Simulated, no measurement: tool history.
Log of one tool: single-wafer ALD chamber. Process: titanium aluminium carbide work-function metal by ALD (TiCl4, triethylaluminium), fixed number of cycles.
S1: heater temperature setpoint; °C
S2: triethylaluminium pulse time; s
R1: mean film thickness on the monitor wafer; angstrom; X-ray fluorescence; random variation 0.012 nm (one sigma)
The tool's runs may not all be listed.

run 1 hour=0 | S1=325 S2=13.08 | R1=24.608
run 2 hour=8.1 | S1=325 S2=11.48 | R1=24.117
run 3 hour=14.4 | S1=323 S2=11 | R1=24.103
run 4 hour=17 | S1=323 S2=9.13 | R1=23.946
-- hour=23.3 thermocouple changed; heater temperature recalibrated
run 5 hour=23.3 | S1=320 S2=8.77 | R1=24.084
run 6 hour=28.6 | S1=320 S2=10.11 | R1=24.07

Forecast run 7:
run 7 hour=36.9 | S1=316 S2=9.1 | R1=?

Run 7 gave R1 23.575 angstrom.
